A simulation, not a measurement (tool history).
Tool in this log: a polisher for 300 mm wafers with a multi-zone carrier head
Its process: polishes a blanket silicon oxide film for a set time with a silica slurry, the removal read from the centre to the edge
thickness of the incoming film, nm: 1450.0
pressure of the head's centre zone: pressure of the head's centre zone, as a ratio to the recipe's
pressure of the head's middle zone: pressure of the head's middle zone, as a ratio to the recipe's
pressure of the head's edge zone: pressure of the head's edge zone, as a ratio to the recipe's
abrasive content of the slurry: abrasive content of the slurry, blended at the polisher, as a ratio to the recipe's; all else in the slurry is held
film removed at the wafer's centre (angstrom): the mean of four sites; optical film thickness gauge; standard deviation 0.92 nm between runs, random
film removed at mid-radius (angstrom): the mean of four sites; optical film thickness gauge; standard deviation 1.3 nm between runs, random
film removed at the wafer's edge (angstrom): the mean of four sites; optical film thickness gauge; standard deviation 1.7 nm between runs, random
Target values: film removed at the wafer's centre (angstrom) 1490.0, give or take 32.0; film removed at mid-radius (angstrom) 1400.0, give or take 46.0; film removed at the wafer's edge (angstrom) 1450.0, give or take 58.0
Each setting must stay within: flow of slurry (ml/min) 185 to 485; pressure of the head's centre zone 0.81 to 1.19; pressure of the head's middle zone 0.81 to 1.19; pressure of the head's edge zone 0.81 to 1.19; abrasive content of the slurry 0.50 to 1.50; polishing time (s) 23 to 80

| run | hour | flow of slurry (ml/min) | pressure of the head's centre zone | pressure of the head's middle zone | pressure of the head's edge zone | abrasive content of the slurry | polishing time (s) | film removed at the wafer's centre (angstrom) | film removed at mid-radius (angstrom) | film removed at the wafer's edge (angstrom) |
|---|---|---|---|---|---|---|---|---|---|---|
| 1 | 0.0 | 310 | 1.00 | 1.00 | 1.00 | 1.00 | 51 | 2228.4 | 2276.6 | 2273.8 |
| 2 | 7.9 | 310 | 1.08 | 1.00 | 1.00 | 1.00 | 51 | 2421.8 | 2287.5 | 2247.9 |
| 3 | 15.0 | 310 | 1.07 | 0.99 | 0.99 | 0.95 | 50 | 2319.7 | 2181.3 | 2158.3 |
| 4 | 18.6 | 310 | 1.06 | 0.98 | 0.98 | 0.90 | 49 | 2224.0 | 2083.8 | 2089.2 |
| 5 | 21.6 | 310 | 1.05 | 0.97 | 0.97 | 0.85 | 48 | 2106.4 | 1987.7 | 1981.9 |
| 6 | 29.6 | 310 | 1.04 | 0.96 | 0.96 | 0.80 | 47 | 2010.3 | 1901.9 | 1897.4 |
| 7 | 31.6 | 310 | 1.03 | 0.95 | 0.95 | 0.75 | 46 | 1894.4 | 1792.3 | 1821.4 |
| 8 | 35.2 | 310 | 1.03 | 0.94 | 0.94 | 0.70 | 46 | 1870.0 | 1759.8 | 1732.9 |
| 9 | 42.6 | 310 | 1.03 | 0.94 | 0.94 | 0.70 | 46 | 1873.3 | 1765.9 | 1755.2 |
| 10 | 51.4 | 305 | 1.02 | 0.93 | 0.93 | 0.70 | 46 | 1848.5 | 1713.7 | 1743.7 |
| 11 | 59.8 | 305 | 1.01 | 0.92 | 0.92 | 0.70 | 46 | 1810.4 | 1730.5 | 1752.8 |
| 12 | 64.8 | 305 | 1.01 | 0.91 | 0.92 | 0.70 | 46 | 1839.0 | 1720.4 | 1739.3 |
| 13 | 71.6 | 275 | 0.91 | 0.81 | 0.82 | 0.50 | 44 | 1415.8 | 1316.7 | 1447.8 |
| 14 | 73.9 | 280 | 0.91 | 0.82 | 0.82 | 0.50 | 44 | 1418.3 | 1350.7 | 1426.4 |
| 15 | 77.6 | 285 | 0.91 | 0.82 | 0.82 | 0.50 | 44 | 1416.8 | 1328.5 | 1449.9 |
| 16 | 80.8 | 290 | 0.92 | 0.83 | 0.82 | 0.50 | 44 | 1421.8 | 1379.8 | 1471.5 |
| 17 | 88.6 | 290 | 0.93 | 0.83 | 0.82 | 0.50 | 44 | 1453.3 | 1367.1 | 1444.2 |
| 18 | 90.7 | 290 | 0.93 | 0.83 | 0.82 | 0.50 | 44 | 1444.0 | 1359.5 | 1446.9 |

Below are 5 possible settings for the next run. Only one of them brings all results inside the allowed miss of their targets. Which is it?
| A | 92.8 | 290 | 0.86 | 0.82 | 0.84 | 0.55 | 44 | ? | ? | ? |
| B | 92.8 | 295 | 0.91 | 0.83 | 0.83 | 0.50 | 44 | ? | ? | ? |
| C | 92.8 | 375 | 0.97 | 0.88 | 0.87 | 0.55 | 41 | ? | ? | ? |
| D | 92.8 | 360 | 0.86 | 0.84 | 0.82 | 0.60 | 43 | ? | ? | ? |
| E | 92.8 | 245 | 0.90 | 0.85 | 0.81 | 0.50 | 45 | ? | ? | ? |

| move | film removed at the wafer's centre (angstrom) | film removed at mid-radius (angstrom) | film removed at the wafer's edge (angstrom) |
|---|---|---|---|
| A | 1369.5 | 1375.1 | 1481.2 |
| B | 1413.1 | 1352.9 | 1435.1 |
| C | 1472.0 | 1382.9 | 1421.4 |
| D | 1397.8 | 1428.7 | 1486.9 |
| E | 1405.1 | 1389.4 | 1434.8 |
A: lands further from the targets than the last run did
B: lands further from the targets than the last run did
C: hits every target within its allowed miss
D: lands further from the targets than the last run did
E: lands further from the targets than the last run did
The right move is C.
